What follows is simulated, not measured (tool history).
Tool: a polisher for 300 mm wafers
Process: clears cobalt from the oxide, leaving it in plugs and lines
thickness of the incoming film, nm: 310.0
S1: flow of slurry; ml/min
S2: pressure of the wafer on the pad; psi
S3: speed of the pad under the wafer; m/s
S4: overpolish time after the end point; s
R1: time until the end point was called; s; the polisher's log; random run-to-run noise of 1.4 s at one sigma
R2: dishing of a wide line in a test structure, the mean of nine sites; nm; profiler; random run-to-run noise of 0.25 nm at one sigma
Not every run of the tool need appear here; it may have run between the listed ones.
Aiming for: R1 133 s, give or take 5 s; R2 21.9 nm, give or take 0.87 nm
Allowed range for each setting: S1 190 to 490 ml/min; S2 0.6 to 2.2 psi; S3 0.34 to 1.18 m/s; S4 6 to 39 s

run	day	S1	S2	S3	S4	R1	R2
1	0	315	1.4	0.76	20	103.1	46.854
2	0.221	315	1.2	0.76	20	122.35	41.332
3	0.388	315	1.2	0.76	16	119.57	35.911
4	0.617	315	1.2	0.76	8	120.64	19.423
5	0.829	315	0.9	0.76	8	159.65	15.449
6	1.088	315	0.9	0.62	8	184.75	12.924
7	1.175	315	1.3	0.68	16	123.68	35.079
8	1.283	315	1.2	0.7	15	132.65	31.661
9	1.433	315	1.2	0.72	14	128.11	30.395
10	1.638	315	1.2	0.74	13	123.01	28.855
11	1.692	315	1	0.76	7	141.58	14.712
12	1.817	315	1.1	0.74	8	136.8	17.93
# day 2.008: head pressure recalibrated
13	2.008	315	1.2	0.7	11	137.64	22.864

Of the 5 settings listed for the next run, only one would bring every result within its allowed miss of target. Which one?
A	2.2	255	1.2	0.7	10	?	?
B	2.2	285	1.2	0.7	12	?	?
C	2.2	325	1.3	0.76	8	?	?
D	2.2	330	1.2	0.66	12	?	?
E	2.2	345	1.1	0.82	10	?	?

move	R1	R2
A	140.97	20.274
B	139.45	24.025
C	118.97	19.32
D	144.69	23.272
E	130.3	21.733
A: carries the result that was furthest off beyond its target, to the other side
B: moves away from the targets compared with the last run
C: carries the result that was furthest off beyond its target, to the other side
D: moves away from the targets compared with the last run
E: hits every target within its allowed miss
E is the move that brings every result within its allowed miss.
